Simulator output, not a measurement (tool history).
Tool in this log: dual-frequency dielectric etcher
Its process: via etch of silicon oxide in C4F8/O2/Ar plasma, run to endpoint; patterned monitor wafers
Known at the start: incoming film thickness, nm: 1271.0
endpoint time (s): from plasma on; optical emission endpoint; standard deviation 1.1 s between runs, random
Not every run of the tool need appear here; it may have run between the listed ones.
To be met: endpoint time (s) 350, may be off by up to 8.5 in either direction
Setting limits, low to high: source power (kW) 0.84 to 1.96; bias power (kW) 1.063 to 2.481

run 1 hour=0 | source_power_(kW)=1.4 bias_power_(kW)=1.772 | endpoint_time_(s)=285.64
run 2 hour=4.2 | source_power_(kW)=1.4 bias_power_(kW)=2.02 | endpoint_time_(s)=273.73
run 3 hour=5.3 | source_power_(kW)=1.4 bias_power_(kW)=1.74 | endpoint_time_(s)=286.95
run 4 hour=10 | source_power_(kW)=1.4 bias_power_(kW)=1.946 | endpoint_time_(s)=277.61
run 5 hour=12.4 | source_power_(kW)=1.28 bias_power_(kW)=1.841 | endpoint_time_(s)=292.43
run 6 hour=21.1 | source_power_(kW)=1.18 bias_power_(kW)=1.765 | endpoint_time_(s)=304.58
run 7 hour=26.9 | source_power_(kW)=1.11 bias_power_(kW)=1.704 | endpoint_time_(s)=317.21
run 8 hour=33.9 | source_power_(kW)=1.06 bias_power_(kW)=1.677 | endpoint_time_(s)=325.85
run 9 hour=35 | source_power_(kW)=1.02 bias_power_(kW)=1.664 | endpoint_time_(s)=329.52
run 10 hour=40.4 | source_power_(kW)=0.84 bias_power_(kW)=1.54 | endpoint_time_(s)=362.21
run 11 hour=41.5 | source_power_(kW)=0.86 bias_power_(kW)=1.545 | endpoint_time_(s)=359.07

Which one of the following 4 next-run settings gets every result inside its allowed miss? There is exactly one.
run A hour=42.6 | source_power_(kW)=0.84 bias_power_(kW)=1.289 | endpoint_time_(s)=?
run B hour=42.6 | source_power_(kW)=0.84 bias_power_(kW)=1.432 | endpoint_time_(s)=?
run C hour=42.6 | source_power_(kW)=0.87 bias_power_(kW)=1.681 | endpoint_time_(s)=?
run D hour=42.6 | source_power_(kW)=0.84 bias_power_(kW)=1.492 | endpoint_time_(s)=?

move=A endpoint_time_(s)=385.7
move=B endpoint_time_(s)=373.24
move=C endpoint_time_(s)=349.94
move=D endpoint_time_(s)=368.45
A: moves away from the targets compared with the last run
B: moves away from the targets compared with the last run
C: every result lands within tolerance
D: moves away from the targets compared with the last run
Answer: C
